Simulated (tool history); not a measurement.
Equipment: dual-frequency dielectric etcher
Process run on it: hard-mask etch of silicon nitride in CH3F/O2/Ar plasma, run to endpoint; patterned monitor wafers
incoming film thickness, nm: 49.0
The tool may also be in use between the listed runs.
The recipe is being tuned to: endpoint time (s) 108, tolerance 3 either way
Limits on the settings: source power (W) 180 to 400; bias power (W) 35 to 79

run,hour,source power (W),bias power (W),endpoint time (s)
1,0,290,57,92.272
2,1.3,270,57,95.081
3,7.6,260,56,96.619
4,9.1,260,60,94.886
5,10.1,260,68,91.768
6,17.2,230,68,95.784
7,21,220,66,98.824
8,28.2,210,65,101.61
9,33.5,210,65,102.05

4 candidate next runs follow, results not yet known. Just one meets every target within its allowed miss. Identify it.
A,38.8,180,50,?
B,38.8,200,69,?
C,38.8,180,65,?
D,38.8,190,46,?

move,endpoint time (s)
A,113.96
B,101
C,106.68
D,113.87
A: carries the result that was furthest off beyond its target, to the other side
B: further off than the last run
C: all results land within tolerance of their targets
D: carries the result that was furthest off beyond its target, to the other side
So the answer is move C, the one that meets all the targets.
